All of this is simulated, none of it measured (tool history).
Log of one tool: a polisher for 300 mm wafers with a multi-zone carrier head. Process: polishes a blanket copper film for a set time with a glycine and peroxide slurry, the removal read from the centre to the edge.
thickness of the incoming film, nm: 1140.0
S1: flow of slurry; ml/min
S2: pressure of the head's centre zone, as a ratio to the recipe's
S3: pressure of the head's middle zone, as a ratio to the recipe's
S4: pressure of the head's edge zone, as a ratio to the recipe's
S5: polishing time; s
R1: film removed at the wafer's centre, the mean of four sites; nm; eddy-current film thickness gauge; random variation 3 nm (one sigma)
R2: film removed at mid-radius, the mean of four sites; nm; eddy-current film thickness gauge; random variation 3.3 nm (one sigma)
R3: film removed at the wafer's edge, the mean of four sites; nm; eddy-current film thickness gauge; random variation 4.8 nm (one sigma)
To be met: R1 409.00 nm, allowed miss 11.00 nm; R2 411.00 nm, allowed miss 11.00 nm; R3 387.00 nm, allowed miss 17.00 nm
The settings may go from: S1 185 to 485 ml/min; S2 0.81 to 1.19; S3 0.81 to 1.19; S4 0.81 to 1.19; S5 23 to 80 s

run,hour,S1,S2,S3,S4,S5,R1,R2,R3
1,0.0,310,1.00,1.00,1.00,51,291.68,289.74,286.86
2,7.8,310,1.00,1.00,1.05,51,289.08,292.95,299.06
3,10.1,320,1.04,1.04,1.08,53,309.15,311.18,316.78
4,13.3,320,1.04,1.04,1.08,43,252.08,256.27,253.68
5,17.5,330,1.07,1.07,1.09,47,282.77,277.94,285.00
6,25.3,330,1.07,1.07,1.14,47,282.42,286.50,287.24
7,33.7,330,1.08,1.10,1.11,51,307.34,313.13,316.47
8,35.9,335,1.08,1.12,1.05,54,323.42,338.98,311.05
9,43.2,340,1.10,1.14,1.07,56,344.53,354.90,335.92
10,44.0,345,1.11,1.15,1.07,57,350.70,366.75,334.06
11,51.3,345,1.13,1.16,1.09,58,362.94,372.76,345.70
12,56.0,350,1.14,1.17,1.10,59,370.44,385.79,358.18

Which of these 4 next moves meets every target?
A,60.7,335,1.00,1.16,1.13,54,?,?,?
B,60.7,390,1.19,1.19,0.88,59,?,?,?
C,60.7,340,1.15,1.15,1.09,64,?,?,?
D,60.7,360,0.87,1.17,1.19,61,?,?,?

move,R1,R2,R3
A,305.37,347.86,323.94
B,384.99,392.30,316.54
C,401.99,409.83,377.37
D,314.38,398.12,377.57
A: further off than the last run
B: further off than the last run
C: meets every target
D: further off than the last run
Move C is the one to make.
